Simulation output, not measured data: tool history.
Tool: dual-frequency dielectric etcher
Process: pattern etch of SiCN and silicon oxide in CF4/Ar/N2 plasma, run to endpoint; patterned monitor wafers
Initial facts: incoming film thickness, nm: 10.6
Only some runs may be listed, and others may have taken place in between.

run  hour  source power (kW)  bias power (kW)  Ar flow (sccm)  CF4 flow (sccm)  endpoint time (s)
  1     0               0.57            0.086              78               66             9.1707
  2     1               0.58            0.086              78               66              9.032
  3   6.5               0.59            0.086              78               66             9.0095
  4  12.6               0.59            0.086              87               66             9.1628
  5  17.9               0.59            0.086              87               60             9.1794
  6  26.4               0.53            0.086              87               60             9.7439

What will run 7 give?
  7  33.1               0.56            0.087              87               60                  ?

For run 7 the tool returned endpoint time (s) 9.5577.
